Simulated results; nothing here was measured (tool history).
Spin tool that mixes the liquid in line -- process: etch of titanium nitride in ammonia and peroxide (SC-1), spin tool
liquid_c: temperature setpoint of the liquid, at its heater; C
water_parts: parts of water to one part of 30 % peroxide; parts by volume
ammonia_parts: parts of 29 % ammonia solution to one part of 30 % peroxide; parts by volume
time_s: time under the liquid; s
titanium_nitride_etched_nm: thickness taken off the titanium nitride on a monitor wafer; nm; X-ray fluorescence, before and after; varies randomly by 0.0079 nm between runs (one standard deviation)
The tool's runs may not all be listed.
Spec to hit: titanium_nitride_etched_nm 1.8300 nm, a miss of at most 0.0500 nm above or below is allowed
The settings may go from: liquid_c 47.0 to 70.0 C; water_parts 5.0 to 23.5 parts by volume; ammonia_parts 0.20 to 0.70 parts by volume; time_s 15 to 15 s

run,day,liquid_c,water_parts,ammonia_parts,time_s,titanium_nitride_etched_nm
1,0.000,63.0,13.0,0.40,15,2.4960
2,0.217,60.5,13.0,0.40,15,2.1188
3,0.496,60.0,13.0,0.40,15,2.0421
4,0.842,60.0,8.5,0.40,15,2.5617
5,1.038,56.5,8.5,0.40,15,2.0548
6,1.162,63.0,8.5,0.40,15,3.1548
7,1.300,60.5,8.5,0.40,15,2.6695
8,1.392,58.5,8.5,0.40,15,2.3231
9,1.450,57.5,8.5,0.40,15,2.2031

Below are 5 possible settings for the next run. Only one of them brings all results inside the allowed miss of their targets. Which is it?
A,1.508,55.5,8.0,0.40,15,?
B,1.508,58.0,8.0,0.45,15,?
C,1.508,54.0,7.5,0.40,15,?
D,1.508,55.0,5.5,0.40,15,?
E,1.508,56.5,6.0,0.45,15,?

move,titanium_nitride_etched_nm
A,1.9586
B,2.3626
C,1.8286
D,2.2797
E,2.4657
A: gains on the last run, yet a result remains outside its allowed miss
B: the biggest miss grows against the last run
C: every result lands within tolerance
D: the biggest miss grows against the last run
E: the biggest miss grows against the last run
Move C is the one to make.
